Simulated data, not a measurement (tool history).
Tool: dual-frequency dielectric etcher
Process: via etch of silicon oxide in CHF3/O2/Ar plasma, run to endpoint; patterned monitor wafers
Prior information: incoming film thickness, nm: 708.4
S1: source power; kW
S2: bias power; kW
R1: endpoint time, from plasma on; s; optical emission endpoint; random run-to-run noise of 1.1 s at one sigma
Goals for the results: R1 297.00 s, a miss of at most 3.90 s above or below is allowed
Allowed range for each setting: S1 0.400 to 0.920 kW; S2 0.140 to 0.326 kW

{"run": 1, "hour": 0.0, "S1": 0.66, "S2": 0.233, "R1": 326.73}
{"run": 2, "hour": 7.2, "S1": 0.68, "S2": 0.234, "R1": 323.01}
{"run": 3, "hour": 14.1, "S1": 0.7, "S2": 0.235, "R1": 320.45}
{"run": 4, "hour": 19.5, "S1": 0.72, "S2": 0.236, "R1": 316.54}
{"run": 5, "hour": 20.1, "S1": 0.74, "S2": 0.237, "R1": 313.57}
{"run": 6, "hour": 24.9, "S1": 0.64, "S2": 0.237, "R1": 322.87}
{"run": 7, "hour": 29.0, "S1": 0.77, "S2": 0.252, "R1": 305.81}
{"run": 8, "hour": 33.5, "S1": 0.78, "S2": 0.253, "R1": 306.52}
{"run": 9, "hour": 36.0, "S1": 0.79, "S2": 0.254, "R1": 301.83}

Exactly one of the 5 candidate moves below puts every result within its allowed miss. Which one?
{"run": "A", "hour": 38.5, "S1": 0.8, "S2": 0.24, "R1": "?"}
{"run": "B", "hour": 38.5, "S1": 0.86, "S2": 0.277, "R1": "?"}
{"run": "C", "hour": 38.5, "S1": 0.78, "S2": 0.249, "R1": "?"}
{"run": "D", "hour": 38.5, "S1": 0.83, "S2": 0.242, "R1": "?"}
{"run": "E", "hour": 38.5, "S1": 0.88, "S2": 0.248, "R1": "?"}

move=A R1=305.65
move=B R1=285.78
move=C R1=303.63
move=D R1=302.08
move=E R1=295.29
A: the biggest miss grows against the last run
B: the result that was furthest off in the last run now lies on the other side of its target
C: the biggest miss grows against the last run
D: the biggest miss grows against the last run
E: every result lands within tolerance
The move that meets every target is E.

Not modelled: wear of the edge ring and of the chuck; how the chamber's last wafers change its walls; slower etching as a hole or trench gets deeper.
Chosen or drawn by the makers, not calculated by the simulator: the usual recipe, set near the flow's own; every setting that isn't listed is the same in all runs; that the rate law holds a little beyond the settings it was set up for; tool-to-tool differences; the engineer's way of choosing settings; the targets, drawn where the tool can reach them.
